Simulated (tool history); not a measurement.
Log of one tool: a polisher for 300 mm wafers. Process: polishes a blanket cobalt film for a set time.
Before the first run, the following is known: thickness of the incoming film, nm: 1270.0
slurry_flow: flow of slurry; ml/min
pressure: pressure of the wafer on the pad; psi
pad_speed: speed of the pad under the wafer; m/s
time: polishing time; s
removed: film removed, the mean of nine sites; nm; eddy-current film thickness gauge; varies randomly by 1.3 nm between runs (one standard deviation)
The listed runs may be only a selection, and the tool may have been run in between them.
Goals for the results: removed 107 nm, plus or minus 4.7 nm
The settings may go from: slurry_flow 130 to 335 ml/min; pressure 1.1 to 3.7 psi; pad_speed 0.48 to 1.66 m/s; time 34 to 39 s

Run 1, hour 0: slurry_flow 215 ml/min, pressure 2.4 psi, pad_speed 1.06 m/s, time 39 s. Result: removed 223.86 nm.
Run 2, hour 4.4: slurry_flow 215 ml/min, pressure 2.4 psi, pad_speed 0.84 m/s, time 39 s. Result: removed 184.19 nm.
Run 3, hour 13.3: slurry_flow 215 ml/min, pressure 2.1 psi, pad_speed 0.82 m/s, time 39 s. Result: removed 163.25 nm.
Run 4, hour 16.2: slurry_flow 215 ml/min, pressure 2.1 psi, pad_speed 0.94 m/s, time 39 s. Result: removed 183.71 nm.
Run 5, hour 21.6: slurry_flow 215 ml/min, pressure 1.7 psi, pad_speed 0.94 m/s, time 39 s. Result: removed 159.77 nm.
Run 6, hour 24.9: slurry_flow 215 ml/min, pressure 1.7 psi, pad_speed 1.12 m/s, time 39 s. Result: removed 185.4 nm.
Run 7, hour 29.7: slurry_flow 215 ml/min, pressure 1.5 psi, pad_speed 1.02 m/s, time 39 s. Result: removed 155.72 nm.
Run 8, hour 38.5: slurry_flow 215 ml/min, pressure 1.4 psi, pad_speed 0.96 m/s, time 39 s. Result: removed 146.43 nm.
Run 9, hour 43: slurry_flow 215 ml/min, pressure 1.3 psi, pad_speed 0.9 m/s, time 39 s. Result: removed 132.93 nm.
Run 10, hour 49.2: slurry_flow 215 ml/min, pressure 1.3 psi, pad_speed 0.9 m/s, time 39 s. Result: removed 132.77 nm.
Run 11, hour 56.3: slurry_flow 215 ml/min, pressure 1.2 psi, pad_speed 0.86 m/s, time 39 s. Result: removed 124.83 nm.
Run 12, hour 57.7: slurry_flow 215 ml/min, pressure 1.2 psi, pad_speed 0.82 m/s, time 39 s. Result: removed 121.46 nm.
Run 13, hour 66.1: slurry_flow 215 ml/min, pressure 1.1 psi, pad_speed 0.72 m/s, time 39 s. Result: removed 99.681 nm.

Of the 5 settings listed for the next run, only one would bring every result within its allowed miss of target. Which one?
Run A, hour 74.5: slurry_flow 160 ml/min, pressure 1.2 psi, pad_speed 0.66 m/s, time 39 s. Result: removed ?.
Run B, hour 74.5: slurry_flow 255 ml/min, pressure 1.5 psi, pad_speed 0.6 m/s, time 39 s. Result: removed ?.
Run C, hour 74.5: slurry_flow 200 ml/min, pressure 1.1 psi, pad_speed 0.84 m/s, time 34 s. Result: removed ?.
Run D, hour 74.5: slurry_flow 235 ml/min, pressure 1.4 psi, pad_speed 0.62 m/s, time 35 s. Result: removed ?.
Run E, hour 74.5: slurry_flow 235 ml/min, pressure 1.2 psi, pad_speed 0.66 m/s, time 37 s. Result: removed ?.

move  removed
   A   96.098
   B   107.91
   C   100.75
   D   94.631
   E   96.756
A: the biggest miss grows against the last run
B: in spec on every target
C: gains on the last run, yet a result remains outside its allowed miss
D: the biggest miss grows against the last run
E: the biggest miss grows against the last run
Answer: B

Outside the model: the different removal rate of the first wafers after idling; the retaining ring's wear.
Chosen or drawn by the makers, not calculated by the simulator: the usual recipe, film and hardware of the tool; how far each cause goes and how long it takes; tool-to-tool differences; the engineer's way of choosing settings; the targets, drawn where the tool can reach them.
